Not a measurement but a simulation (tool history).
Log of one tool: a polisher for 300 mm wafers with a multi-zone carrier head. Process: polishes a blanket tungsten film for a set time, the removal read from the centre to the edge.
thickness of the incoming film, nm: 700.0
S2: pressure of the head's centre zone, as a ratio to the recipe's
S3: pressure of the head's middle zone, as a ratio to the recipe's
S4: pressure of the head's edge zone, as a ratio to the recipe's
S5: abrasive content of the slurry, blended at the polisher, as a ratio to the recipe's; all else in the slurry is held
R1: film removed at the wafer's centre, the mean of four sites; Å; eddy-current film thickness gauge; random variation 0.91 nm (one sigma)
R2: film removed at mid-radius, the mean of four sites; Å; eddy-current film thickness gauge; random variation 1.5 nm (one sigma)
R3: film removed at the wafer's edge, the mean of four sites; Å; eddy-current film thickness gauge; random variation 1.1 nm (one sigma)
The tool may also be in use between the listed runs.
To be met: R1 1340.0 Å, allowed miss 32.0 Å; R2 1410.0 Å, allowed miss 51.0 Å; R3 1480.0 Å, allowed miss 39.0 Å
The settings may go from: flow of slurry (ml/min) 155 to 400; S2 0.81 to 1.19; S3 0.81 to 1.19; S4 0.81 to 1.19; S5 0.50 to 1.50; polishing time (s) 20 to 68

run 1 hour=0.0 | flow_of_slurry_(ml/min)=255 S2=1.00 S3=1.00 S4=1.00 S5=1.00 polishing_time_(s)=44 | R1=2736.3 R2=2626.3 R3=2658.4
run 2 hour=1.7 | flow_of_slurry_(ml/min)=240 S2=0.94 S3=0.96 S4=0.95 S5=0.85 polishing_time_(s)=38 | R1=2138.1 R2=2091.8 R3=2146.8
run 3 hour=6.2 | flow_of_slurry_(ml/min)=290 S2=0.94 S3=0.96 S4=0.95 S5=0.85 polishing_time_(s)=38 | R1=2229.4 R2=2173.4 R3=2147.3
run 4 hour=12.0 | flow_of_slurry_(ml/min)=255 S2=0.90 S3=0.94 S4=0.93 S5=0.75 polishing_time_(s)=35 | R1=1858.9 R2=1873.1 R3=1905.4
run 5 hour=18.3 | flow_of_slurry_(ml/min)=255 S2=0.96 S3=0.94 S4=0.93 S5=0.75 polishing_time_(s)=35 | R1=1993.6 R2=1894.1 R3=1914.7
run 6 hour=23.5 | flow_of_slurry_(ml/min)=255 S2=0.96 S3=0.87 S4=0.93 S5=0.75 polishing_time_(s)=35 | R1=1995.0 R2=1762.8 R3=1923.3
run 7 hour=32.0 | flow_of_slurry_(ml/min)=235 S2=0.91 S3=0.87 S4=0.90 S5=0.65 polishing_time_(s)=33 | R1=1703.4 R2=1606.9 R3=1709.7
run 8 hour=35.7 | flow_of_slurry_(ml/min)=215 S2=0.88 S3=0.86 S4=0.88 S5=0.60 polishing_time_(s)=33 | R1=1579.9 R2=1543.7 R3=1668.3
run 9 hour=44.5 | flow_of_slurry_(ml/min)=215 S2=0.86 S3=0.86 S4=0.86 S5=0.55 polishing_time_(s)=32 | R1=1504.5 R2=1471.6 R3=1568.4

5 next moves are on the table. One of them brings every result within its allowed miss. Which?
run A hour=53.3 | flow_of_slurry_(ml/min)=250 S2=0.98 S3=0.89 S4=0.81 S5=0.90 polishing_time_(s)=28 | R1=? R2=? R3=?
run B hour=53.3 | flow_of_slurry_(ml/min)=205 S2=0.85 S3=0.85 S4=0.92 S5=0.50 polishing_time_(s)=30 | R1=? R2=? R3=?
run C hour=53.3 | flow_of_slurry_(ml/min)=240 S2=0.87 S3=0.88 S4=0.87 S5=0.75 polishing_time_(s)=28 | R1=? R2=? R3=?
run D hour=53.3 | flow_of_slurry_(ml/min)=255 S2=0.81 S3=0.91 S4=0.88 S5=0.60 polishing_time_(s)=28 | R1=? R2=? R3=?
run E hour=53.3 | flow_of_slurry_(ml/min)=185 S2=0.83 S3=0.89 S4=0.88 S5=0.60 polishing_time_(s)=30 | R1=? R2=? R3=?

move=A R1=1673.2 R2=1473.3 R3=1485.2
move=B R1=1343.0 R2=1319.3 R3=1472.9
move=C R1=1421.5 R2=1399.7 R3=1471.5
move=D R1=1277.2 R2=1388.8 R3=1423.7
move=E R1=1331.4 R2=1394.1 R3=1473.8
A: further off than the last run
B: brings the result that was furthest off to its target, and leaves another outside
C: nearer than the last run, and not there yet
D: takes the result that was furthest off past its target
E: meets every target
Answer: E
